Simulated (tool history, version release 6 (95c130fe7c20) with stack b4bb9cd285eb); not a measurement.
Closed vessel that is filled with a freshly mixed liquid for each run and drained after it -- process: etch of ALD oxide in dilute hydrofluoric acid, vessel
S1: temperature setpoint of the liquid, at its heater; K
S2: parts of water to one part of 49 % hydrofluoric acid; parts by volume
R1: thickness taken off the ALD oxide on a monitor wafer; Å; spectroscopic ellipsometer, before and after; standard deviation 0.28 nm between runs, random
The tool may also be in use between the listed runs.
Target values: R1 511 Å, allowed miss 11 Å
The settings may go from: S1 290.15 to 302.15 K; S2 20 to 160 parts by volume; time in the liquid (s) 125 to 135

{"run": 1, "hour": 0.0, "S1": 294.15, "S2": 90, "time in the liquid (s)": 125, "R1": 358.89}
{"run": 2, "hour": 2.6, "S1": 294.15, "S2": 75, "time in the liquid (s)": 125, "R1": 437.29}
{"run": 3, "hour": 4.2, "S1": 294.15, "S2": 75, "time in the liquid (s)": 135, "R1": 475.52}
{"run": 4, "hour": 11.4, "S1": 294.15, "S2": 45, "time in the liquid (s)": 135, "R1": 820.96}
{"run": 5, "hour": 12.2, "S1": 293.15, "S2": 50, "time in the liquid (s)": 135, "R1": 708.05}
{"run": 6, "hour": 20.0, "S1": 293.15, "S2": 50, "time in the liquid (s)": 135, "R1": 706.09}
{"run": 7, "hour": 27.4, "S1": 292.15, "S2": 55, "time in the liquid (s)": 135, "R1": 610.8}
{"run": 8, "hour": 35.9, "S1": 291.65, "S2": 55, "time in the liquid (s)": 135, "R1": 597.46}
{"run": 9, "hour": 37.1, "S1": 291.15, "S2": 55, "time in the liquid (s)": 135, "R1": 584.71}
{"run": 10, "hour": 43.5, "S1": 290.65, "S2": 55, "time in the liquid (s)": 135, "R1": 573.79}

4 next moves are on the table. One of them brings every result within its allowed miss. Which?
{"run": "A", "hour": 49.9, "S1": 291.15, "S2": 60, "time in the liquid (s)": 135, "R1": "?"}
{"run": "B", "hour": 49.9, "S1": 292.15, "S2": 65, "time in the liquid (s)": 135, "R1": "?"}
{"run": "C", "hour": 49.9, "S1": 292.65, "S2": 65, "time in the liquid (s)": 125, "R1": "?"}
{"run": "D", "hour": 49.9, "S1": 290.15, "S2": 55, "time in the liquid (s)": 130, "R1": "?"}

move=A R1=535.31
move=B R1=512.72
move=C R1=484.88
move=D R1=541.64
A: nearer than the last run, and not there yet
B: meets every target
C: the result that was furthest off in the last run now lies on the other side of its target
D: nearer than the last run, and not there yet
B meets every target.
